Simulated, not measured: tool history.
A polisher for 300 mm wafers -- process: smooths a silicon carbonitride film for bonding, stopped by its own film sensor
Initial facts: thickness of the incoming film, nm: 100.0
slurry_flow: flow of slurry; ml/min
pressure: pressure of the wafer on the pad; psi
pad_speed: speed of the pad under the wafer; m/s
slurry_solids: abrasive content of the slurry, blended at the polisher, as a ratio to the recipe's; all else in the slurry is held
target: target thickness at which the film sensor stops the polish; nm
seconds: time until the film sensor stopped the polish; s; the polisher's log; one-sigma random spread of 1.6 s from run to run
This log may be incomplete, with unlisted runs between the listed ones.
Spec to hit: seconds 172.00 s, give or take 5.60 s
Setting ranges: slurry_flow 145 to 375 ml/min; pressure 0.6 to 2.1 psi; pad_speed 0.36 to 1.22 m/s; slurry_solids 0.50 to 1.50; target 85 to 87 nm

run,hour,slurry_flow,pressure,pad_speed,slurry_solids,target,seconds
1,0.0,240,1.3,0.78,1.00,85,128.68
2,8.3,240,1.3,0.78,1.00,85,131.53
3,14.0,275,1.3,0.78,1.00,85,127.44
4,18.4,275,1.1,0.78,1.00,85,145.03
5,24.3,270,1.1,0.78,1.00,85,145.29
6,33.1,270,1.1,0.78,1.10,85,135.94
7,38.7,260,0.8,0.78,1.10,85,180.05
8,42.1,275,0.9,0.78,1.10,85,160.39
9,43.8,270,0.9,0.78,1.10,85,163.62
10,47.3,265,0.9,0.78,1.10,85,166.62

Exactly one of the 4 candidate moves below puts every result within its allowed miss. Which one?
A,50.8,245,0.7,0.92,1.05,87,?
B,50.8,310,0.6,0.86,1.30,87,?
C,50.8,345,0.6,1.20,1.10,85,?
D,50.8,240,0.8,0.74,1.15,86,?

move,seconds
A,156.49
B,160.78
C,154.99
D,170.74
A: misses by more than the last run did
B: misses by more than the last run did
C: misses by more than the last run did
D: meets every target
Answer: D
